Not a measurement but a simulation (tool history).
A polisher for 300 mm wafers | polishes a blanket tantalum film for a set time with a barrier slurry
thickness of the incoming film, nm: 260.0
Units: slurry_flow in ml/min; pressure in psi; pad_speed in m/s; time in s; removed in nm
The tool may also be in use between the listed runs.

| run | hour | slurry_flow | pressure | pad_speed | slurry_solids | time | removed |
|---|---|---|---|---|---|---|---|
| 1 | 0.0 | 125 | 1.9 | 0.88 | 1.0 | 72 | 113.93 |
| 2 | 4.6 | 125 | 1.9 | 0.88 | 1.0 | 72 | 112.53 |
| 3 | 11.4 | 125 | 1.9 | 0.88 | 1.0 | 72 | 113.44 |
| 4 | 17.2 | 125 | 1.9 | 0.88 | 1.0 | 76 | 118.99 |
| 5 | 21.8 | 135 | 1.9 | 0.88 | 1.0 | 76 | 121.24 |
| 6 | 28.7 | 135 | 1.9 | 0.88 | 1.0 | 72 | 115.19 |

Forecast run 7:
| 7 | 36.3 | 130 | 1.9 | 0.88 | 1.0 | 72 | ? |

Run 7 gave removed 114.05 nm.
